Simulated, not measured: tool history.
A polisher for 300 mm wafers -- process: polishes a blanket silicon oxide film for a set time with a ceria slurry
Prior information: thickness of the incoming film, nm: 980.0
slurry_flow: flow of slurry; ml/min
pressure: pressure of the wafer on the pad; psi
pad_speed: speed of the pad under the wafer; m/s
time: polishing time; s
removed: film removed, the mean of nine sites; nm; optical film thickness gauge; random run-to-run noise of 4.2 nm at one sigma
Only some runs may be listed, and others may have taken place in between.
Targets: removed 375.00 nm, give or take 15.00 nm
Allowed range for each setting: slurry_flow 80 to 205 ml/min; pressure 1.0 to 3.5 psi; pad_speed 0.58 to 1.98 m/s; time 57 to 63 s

{"run": 1, "hour": 0.0, "slurry_flow": 135, "pressure": 2.2, "pad_speed": 1.28, "time": 63, "removed": 244.59}
{"run": 2, "hour": 8.4, "slurry_flow": 135, "pressure": 2.2, "pad_speed": 1.16, "time": 63, "removed": 224.88}
{"run": 3, "hour": 14.3, "slurry_flow": 110, "pressure": 2.2, "pad_speed": 1.16, "time": 63, "removed": 214.37}
{"run": 4, "hour": 19.8, "slurry_flow": 100, "pressure": 2.2, "pad_speed": 1.16, "time": 63, "removed": 208.63}
{"run": 5, "hour": 23.2, "slurry_flow": 105, "pressure": 2.3, "pad_speed": 1.16, "time": 63, "removed": 223.37}
{"run": 6, "hour": 31.2, "slurry_flow": 105, "pressure": 2.0, "pad_speed": 1.16, "time": 63, "removed": 198.6}
{"run": 7, "hour": 33.4, "slurry_flow": 110, "pressure": 2.2, "pad_speed": 1.16, "time": 63, "removed": 219.7}
{"run": 8, "hour": 36.6, "slurry_flow": 110, "pressure": 2.3, "pad_speed": 1.16, "time": 63, "removed": 220.23}
{"run": 9, "hour": 39.5, "slurry_flow": 115, "pressure": 2.4, "pad_speed": 1.18, "time": 63, "removed": 238.22}
{"run": 10, "hour": 46.2, "slurry_flow": 120, "pressure": 2.5, "pad_speed": 1.18, "time": 63, "removed": 248.0}
{"run": 11, "hour": 49.1, "slurry_flow": 125, "pressure": 2.6, "pad_speed": 1.18, "time": 63, "removed": 263.7}
{"run": 12, "hour": 55.1, "slurry_flow": 155, "pressure": 3.2, "pad_speed": 1.2, "time": 63, "removed": 334.8}
{"run": 13, "hour": 63.8, "slurry_flow": 155, "pressure": 3.4, "pad_speed": 1.2, "time": 63, "removed": 358.65}
{"run": 14, "hour": 67.1, "slurry_flow": 155, "pressure": 3.5, "pad_speed": 1.2, "time": 63, "removed": 359.93}

Exercise: of the 4 proposed moves below, exactly one satisfies all targets within the stated allowed misses. Which move is it?
{"run": "A", "hour": 70.4, "slurry_flow": 160, "pressure": 3.3, "pad_speed": 1.2, "time": 63, "removed": "?"}
{"run": "B", "hour": 70.4, "slurry_flow": 165, "pressure": 3.5, "pad_speed": 1.3, "time": 61, "removed": "?"}
{"run": "C", "hour": 70.4, "slurry_flow": 130, "pressure": 3.3, "pad_speed": 1.38, "time": 57, "removed": "?"}
{"run": "D", "hour": 70.4, "slurry_flow": 145, "pressure": 3.5, "pad_speed": 1.1, "time": 62, "removed": "?"}

move=A removed=345.47
move=B removed=381.02
move=C removed=343.28
move=D removed=327.77
A: the biggest miss grows against the last run
B: all results in spec
C: the biggest miss grows against the last run
D: the biggest miss grows against the last run
Go with B: it meets all targets.

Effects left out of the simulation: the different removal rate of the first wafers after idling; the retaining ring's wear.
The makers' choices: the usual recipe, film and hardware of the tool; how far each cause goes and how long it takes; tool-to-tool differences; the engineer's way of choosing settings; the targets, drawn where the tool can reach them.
